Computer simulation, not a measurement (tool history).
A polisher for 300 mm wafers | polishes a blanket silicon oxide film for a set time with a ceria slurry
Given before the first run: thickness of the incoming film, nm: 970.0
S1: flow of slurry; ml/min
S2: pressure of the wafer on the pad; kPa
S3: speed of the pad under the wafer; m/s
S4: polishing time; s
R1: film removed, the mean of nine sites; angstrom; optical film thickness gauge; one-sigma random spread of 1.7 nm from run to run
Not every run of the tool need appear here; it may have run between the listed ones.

{"run": 1, "hour": 0.0, "S1": 160, "S2": 21.4, "S3": 0.84, "S4": 71, "R1": 2343.7}
{"run": 2, "hour": 1.4, "S1": 160, "S2": 23.4, "S3": 0.84, "S4": 71, "R1": 2485.5}
{"run": 3, "hour": 8.4, "S1": 160, "S2": 22.8, "S3": 0.84, "S4": 71, "R1": 2425.3}
{"run": 4, "hour": 9.8, "S1": 160, "S2": 22.1, "S3": 0.84, "S4": 71, "R1": 2402.5}
{"run": 5, "hour": 15.3, "S1": 160, "S2": 21.4, "S3": 0.84, "S4": 71, "R1": 2333.2}
{"run": 6, "hour": 24.2, "S1": 160, "S2": 20.7, "S3": 0.84, "S4": 71, "R1": 2295.1}
{"hour": 25.9, "done": "head pressure recalibrated"}
{"run": 7, "hour": 25.9, "S1": 160, "S2": 20.0, "S3": 0.84, "S4": 71, "R1": 2139.9}
{"run": 8, "hour": 31.3, "S1": 150, "S2": 17.9, "S3": 0.84, "S4": 71, "R1": 1990.8}

Predict the results of run 9:
{"run": 9, "hour": 34.9, "S1": 145, "S2": 16.5, "S3": 0.84, "S4": 71, "R1": "?"}

R1: 1927.3 angstrom
